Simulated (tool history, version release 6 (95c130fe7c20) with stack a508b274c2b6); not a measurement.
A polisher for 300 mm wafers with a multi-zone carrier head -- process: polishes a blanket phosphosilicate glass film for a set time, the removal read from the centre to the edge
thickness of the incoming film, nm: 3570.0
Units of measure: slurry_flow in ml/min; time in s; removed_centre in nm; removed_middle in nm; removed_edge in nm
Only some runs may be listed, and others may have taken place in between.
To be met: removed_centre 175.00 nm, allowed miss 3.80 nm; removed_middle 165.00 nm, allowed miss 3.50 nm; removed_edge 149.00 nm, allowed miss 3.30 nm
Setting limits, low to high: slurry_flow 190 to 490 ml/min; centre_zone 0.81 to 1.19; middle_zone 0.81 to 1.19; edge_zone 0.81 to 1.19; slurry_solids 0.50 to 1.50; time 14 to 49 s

Run 1, hour 0.0: slurry_flow 315 ml/min, centre_zone 1.00, middle_zone 1.00, edge_zone 1.00, slurry_solids 1.00, time 31 s. Result: removed_centre 274.47 nm, removed_middle 275.22 nm, removed_edge 264.45 nm.
Run 2, hour 4.1: slurry_flow 315 ml/min, centre_zone 1.00, middle_zone 1.00, edge_zone 1.00, slurry_solids 0.90, time 31 s. Result: removed_centre 259.98 nm, removed_middle 264.49 nm, removed_edge 250.81 nm.
Run 3, hour 6.5: slurry_flow 315 ml/min, centre_zone 0.95, middle_zone 1.00, edge_zone 1.00, slurry_solids 0.90, time 31 s. Result: removed_centre 247.75 nm, removed_middle 262.56 nm, removed_edge 254.01 nm.
Run 4, hour 8.7: slurry_flow 315 ml/min, centre_zone 0.95, middle_zone 1.00, edge_zone 0.93, slurry_solids 0.90, time 31 s. Result: removed_centre 244.40 nm, removed_middle 263.59 nm, removed_edge 246.60 nm.
Run 5, hour 10.9: slurry_flow 320 ml/min, centre_zone 0.98, middle_zone 0.99, edge_zone 0.91, slurry_solids 0.80, time 29 s. Result: removed_centre 228.23 nm, removed_middle 233.09 nm, removed_edge 220.04 nm.
Run 6, hour 16.6: slurry_flow 320 ml/min, centre_zone 1.00, middle_zone 1.00, edge_zone 0.89, slurry_solids 0.75, time 28 s. Result: removed_centre 221.67 nm, removed_middle 219.87 nm, removed_edge 207.49 nm.
Run 7, hour 21.7: slurry_flow 380 ml/min, centre_zone 1.06, middle_zone 1.07, edge_zone 0.81, slurry_solids 0.50, time 20 s. Result: removed_centre 144.63 nm, removed_middle 142.33 nm, removed_edge 122.88 nm.
Run 8, hour 27.5: slurry_flow 380 ml/min, centre_zone 1.08, middle_zone 1.09, edge_zone 0.86, slurry_solids 0.50, time 20 s. Result: removed_centre 147.00 nm, removed_middle 145.57 nm, removed_edge 124.26 nm.
Run 9, hour 35.9: slurry_flow 380 ml/min, centre_zone 1.09, middle_zone 1.09, edge_zone 0.90, slurry_solids 0.55, time 20 s. Result: removed_centre 153.85 nm, removed_middle 151.64 nm, removed_edge 130.54 nm.
Run 10, hour 38.0: slurry_flow 380 ml/min, centre_zone 1.10, middle_zone 1.09, edge_zone 0.94, slurry_solids 0.55, time 20 s. Result: removed_centre 154.34 nm, removed_middle 153.84 nm, removed_edge 134.42 nm.
Run 11, hour 39.0: slurry_flow 380 ml/min, centre_zone 1.12, middle_zone 1.09, edge_zone 0.96, slurry_solids 0.55, time 20 s. Result: removed_centre 156.09 nm, removed_middle 152.85 nm, removed_edge 135.01 nm.
Run 12, hour 40.1: slurry_flow 440 ml/min, centre_zone 1.19, middle_zone 1.13, edge_zone 1.06, slurry_solids 0.65, time 20 s. Result: removed_centre 182.50 nm, removed_middle 171.84 nm, removed_edge 151.62 nm.
Run 13, hour 42.4: slurry_flow 430 ml/min, centre_zone 1.19, middle_zone 1.12, edge_zone 1.06, slurry_solids 0.65, time 20 s. Result: removed_centre 179.76 nm, removed_middle 167.84 nm, removed_edge 149.97 nm.
At hour 45.5: worn pad replaced by a new one.
Run 14, hour 45.5: slurry_flow 425 ml/min, centre_zone 1.19, middle_zone 1.12, edge_zone 1.06, slurry_solids 0.65, time 20 s. Result: removed_centre 201.38 nm, removed_middle 186.14 nm, removed_edge 167.42 nm.
Run 15, hour 49.2: slurry_flow 440 ml/min, centre_zone 1.18, middle_zone 1.12, edge_zone 1.06, slurry_solids 0.65, time 20 s. Result: removed_centre 199.03 nm, removed_middle 187.00 nm, removed_edge 166.96 nm.
Run 16, hour 51.7: slurry_flow 425 ml/min, centre_zone 1.18, middle_zone 1.12, edge_zone 1.06, slurry_solids 0.65, time 20 s. Result: removed_centre 200.34 nm, removed_middle 186.66 nm, removed_edge 166.36 nm.
Run 17, hour 54.4: slurry_flow 345 ml/min, centre_zone 1.08, middle_zone 1.02, edge_zone 0.96, slurry_solids 0.60, time 20 s. Result: removed_centre 173.86 nm, removed_middle 163.92 nm, removed_edge 155.27 nm.

Exercise: of the 5 proposed moves below, exactly one satisfies all targets within the stated allowed misses. Which move is it?
Run A, hour 57.1: slurry_flow 320 ml/min, centre_zone 1.02, middle_zone 0.97, edge_zone 0.97, slurry_solids 0.70, time 20 s. Result: removed_centre ?, removed_middle ?, removed_edge ?.
Run B, hour 57.1: slurry_flow 280 ml/min, centre_zone 1.16, middle_zone 1.10, edge_zone 1.03, slurry_solids 0.70, time 18 s. Result: removed_centre ?, removed_middle ?, removed_edge ?.
Run C, hour 57.1: slurry_flow 340 ml/min, centre_zone 1.03, middle_zone 0.92, edge_zone 0.98, slurry_solids 0.55, time 22 s. Result: removed_centre ?, removed_middle ?, removed_edge ?.
Run D, hour 57.1: slurry_flow 355 ml/min, centre_zone 1.06, middle_zone 1.00, edge_zone 1.03, slurry_solids 0.55, time 21 s. Result: removed_centre ?, removed_middle ?, removed_edge ?.
Run E, hour 57.1: slurry_flow 210 ml/min, centre_zone 1.02, middle_zone 0.96, edge_zone 0.91, slurry_solids 0.65, time 22 s. Result: removed_centre ?, removed_middle ?, removed_edge ?.

move  removed_centre  removed_middle  removed_edge
   A          172.65          166.53        162.38
   B          174.50          164.47        147.63
   C          175.14          159.99        163.58
   D          172.87          164.34        159.26
   E          174.89          168.16        163.69
A: lands further from the targets than the last run did
B: in spec on every target
C: lands further from the targets than the last run did
D: lands further from the targets than the last run did
E: lands further from the targets than the last run did
B meets every target.
